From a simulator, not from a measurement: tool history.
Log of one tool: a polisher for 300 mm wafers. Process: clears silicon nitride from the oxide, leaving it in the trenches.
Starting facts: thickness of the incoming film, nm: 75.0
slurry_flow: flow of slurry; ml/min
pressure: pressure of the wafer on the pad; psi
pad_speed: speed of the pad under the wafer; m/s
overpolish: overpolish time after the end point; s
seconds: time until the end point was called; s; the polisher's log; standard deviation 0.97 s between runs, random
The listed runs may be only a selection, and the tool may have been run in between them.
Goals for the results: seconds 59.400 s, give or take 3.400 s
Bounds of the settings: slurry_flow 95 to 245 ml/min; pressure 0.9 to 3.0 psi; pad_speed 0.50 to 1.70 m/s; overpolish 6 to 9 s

{"run": 1, "hour": 0.0, "slurry_flow": 155, "pressure": 1.9, "pad_speed": 1.1, "overpolish": 9, "seconds": 92.21}
{"run": 2, "hour": 8.5, "slurry_flow": 155, "pressure": 1.9, "pad_speed": 1.1, "overpolish": 9, "seconds": 93.278}
{"run": 3, "hour": 14.8, "slurry_flow": 155, "pressure": 2.0, "pad_speed": 1.1, "overpolish": 9, "seconds": 84.362}
{"run": 4, "hour": 16.0, "slurry_flow": 130, "pressure": 2.0, "pad_speed": 1.1, "overpolish": 9, "seconds": 88.232}
{"run": 5, "hour": 21.7, "slurry_flow": 130, "pressure": 2.1, "pad_speed": 1.1, "overpolish": 9, "seconds": 83.239}
{"run": 6, "hour": 27.5, "slurry_flow": 130, "pressure": 1.6, "pad_speed": 1.1, "overpolish": 9, "seconds": 108.38}
{"run": 7, "hour": 30.7, "slurry_flow": 130, "pressure": 1.7, "pad_speed": 1.1, "overpolish": 9, "seconds": 105.36}
{"run": 8, "hour": 36.2, "slurry_flow": 130, "pressure": 1.8, "pad_speed": 1.1, "overpolish": 9, "seconds": 98.644}
{"run": 9, "hour": 37.6, "slurry_flow": 130, "pressure": 1.9, "pad_speed": 1.1, "overpolish": 9, "seconds": 92.35}
{"run": 10, "hour": 40.1, "slurry_flow": 130, "pressure": 2.0, "pad_speed": 1.1, "overpolish": 9, "seconds": 90.738}
{"run": 11, "hour": 45.6, "slurry_flow": 135, "pressure": 2.1, "pad_speed": 1.1, "overpolish": 9, "seconds": 82.235}
{"run": 12, "hour": 46.7, "slurry_flow": 135, "pressure": 2.2, "pad_speed": 1.1, "overpolish": 9, "seconds": 81.629}
{"run": 13, "hour": 47.7, "slurry_flow": 135, "pressure": 2.3, "pad_speed": 1.1, "overpolish": 9, "seconds": 77.19}
{"run": 14, "hour": 52.4, "slurry_flow": 135, "pressure": 2.4, "pad_speed": 1.1, "overpolish": 9, "seconds": 74.576}
{"run": 15, "hour": 59.9, "slurry_flow": 135, "pressure": 2.5, "pad_speed": 1.1, "overpolish": 9, "seconds": 69.674}

Which single option among these 5 for the next run brings every result within its allowed miss of target? Just one does.
{"run": "A", "hour": 67.4, "slurry_flow": 145, "pressure": 2.7, "pad_speed": 1.24, "overpolish": 7, "seconds": "?"}
{"run": "B", "hour": 67.4, "slurry_flow": 130, "pressure": 2.4, "pad_speed": 1.0, "overpolish": 9, "seconds": "?"}
{"run": "C", "hour": 67.4, "slurry_flow": 130, "pressure": 2.6, "pad_speed": 1.14, "overpolish": 8, "seconds": "?"}
{"run": "D", "hour": 67.4, "slurry_flow": 180, "pressure": 2.9, "pad_speed": 1.3, "overpolish": 9, "seconds": "?"}
{"run": "E", "hour": 67.4, "slurry_flow": 105, "pressure": 2.1, "pad_speed": 1.14, "overpolish": 8, "seconds": "?"}

move=A seconds=62.406
move=B seconds=81.236
move=C seconds=69.511
move=D seconds=54.643
move=E seconds=89.262
A: all results land within tolerance of their targets
B: lands further from the targets than the last run did
C: about as far from the targets as the last run
D: pushes the last run's worst result past its target
E: lands further from the targets than the last run did
Correct choice: A, which meets every target
